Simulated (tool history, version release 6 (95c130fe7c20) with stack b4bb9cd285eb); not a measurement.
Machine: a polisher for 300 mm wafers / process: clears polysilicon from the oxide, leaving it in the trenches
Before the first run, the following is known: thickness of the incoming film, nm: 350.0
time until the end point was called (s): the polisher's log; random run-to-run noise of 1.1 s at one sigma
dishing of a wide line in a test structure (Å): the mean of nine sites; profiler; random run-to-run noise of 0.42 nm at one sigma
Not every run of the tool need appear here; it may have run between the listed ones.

run  hour  flow of slurry (ml/min)  pressure of the wafer on the pad (kPa)  speed of the pad under the wafer (m/s)  overpolish time after the end point (s)  time until the end point was called (s)  dishing of a wide line in a test structure (Å)
  1     0                      310                                    15.9                                    1.18                                       14                                   28.718                                          407.15
  2     3                      310                                    13.1                                    1.12                                       16                                   33.345                                          410.52
  3   8.4                      310                                    13.1                                    1.38                                       16                                   29.079                                          410.71
  4   9.8                      310                                    11.7                                    1.38                                       16                                   30.063                                          408.12
  5  12.3                      310                                    11.7                                    1.16                                       16                                   35.486                                          410.06
  6  18.5                      310                                     7.6                                    1.16                                       16                                   42.739                                          405.49

Forecast run 7:
  7    22                      300                                     6.9                                    0.82                                       19                                        ?                                               ?

Run 7 produced time until the end point was called (s) 61.653, dishing of a wide line in a test structure (Å) 387.79.
